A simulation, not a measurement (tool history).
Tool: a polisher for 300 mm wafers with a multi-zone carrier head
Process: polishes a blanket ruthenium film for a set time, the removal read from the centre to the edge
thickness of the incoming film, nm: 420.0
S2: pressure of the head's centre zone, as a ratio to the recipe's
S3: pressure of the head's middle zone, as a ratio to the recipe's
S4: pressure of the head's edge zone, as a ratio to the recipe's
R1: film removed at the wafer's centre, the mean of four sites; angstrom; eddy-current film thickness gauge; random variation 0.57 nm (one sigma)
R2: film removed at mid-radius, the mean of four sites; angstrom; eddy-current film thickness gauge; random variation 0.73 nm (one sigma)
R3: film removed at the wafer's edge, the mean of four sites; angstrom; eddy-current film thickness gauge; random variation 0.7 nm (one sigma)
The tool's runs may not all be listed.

Run 1, day 0.000: flow of slurry (ml/min) 235, S2 1.00, S3 1.00, S4 1.00, polishing time (s) 53. Result: R1 439.25 angstrom, R2 432.06 angstrom, R3 446.06 angstrom.
Run 2, day 0.308: flow of slurry (ml/min) 235, S2 1.00, S3 1.00, S4 1.00, polishing time (s) 41. Result: R1 346.03 angstrom, R2 342.35 angstrom, R3 348.57 angstrom.
Run 3, day 0.471: flow of slurry (ml/min) 235, S2 1.00, S3 1.00, S4 1.00, polishing time (s) 48. Result: R1 399.51 angstrom, R2 387.49 angstrom, R3 407.45 angstrom.
Run 4, day 0.825: flow of slurry (ml/min) 235, S2 0.99, S3 1.02, S4 1.01, polishing time (s) 49. Result: R1 406.76 angstrom, R2 405.87 angstrom, R3 416.53 angstrom.
Run 5, day 1.029: flow of slurry (ml/min) 235, S2 1.06, S3 1.02, S4 1.01, polishing time (s) 49. Result: R1 436.31 angstrom, R2 402.15 angstrom, R3 418.03 angstrom.
Run 6, day 1.238: flow of slurry (ml/min) 235, S2 1.06, S3 0.95, S4 1.01, polishing time (s) 49. Result: R1 437.40 angstrom, R2 388.87 angstrom, R3 415.08 angstrom.
Run 7, day 1.525: flow of slurry (ml/min) 265, S2 0.96, S3 1.05, S4 1.02, polishing time (s) 64. Result: R1 522.14 angstrom, R2 552.62 angstrom, R3 551.32 angstrom.
Run 8, day 1.892: flow of slurry (ml/min) 265, S2 0.95, S3 1.06, S4 1.02, polishing time (s) 64. Result: R1 516.48 angstrom, R2 570.85 angstrom, R3 554.14 angstrom.
Run 9, day 2.038: flow of slurry (ml/min) 265, S2 0.94, S3 1.06, S4 1.02, polishing time (s) 64. Result: R1 513.02 angstrom, R2 562.06 angstrom, R3 558.55 angstrom.
Run 10, day 2.254: flow of slurry (ml/min) 265, S2 0.93, S3 1.06, S4 1.02, polishing time (s) 64. Result: R1 514.78 angstrom, R2 555.32 angstrom, R3 550.90 angstrom.

The next listed run, before its measurement:
Run 11, day 2.629: flow of slurry (ml/min) 265, S2 0.92, S3 1.07, S4 1.03, polishing time (s) 64. Result: R1 ?, R2 ?, R3 ?.

{"run 11": {"R1": 499.85, "R2": 568.44, "R3": 572.0}}
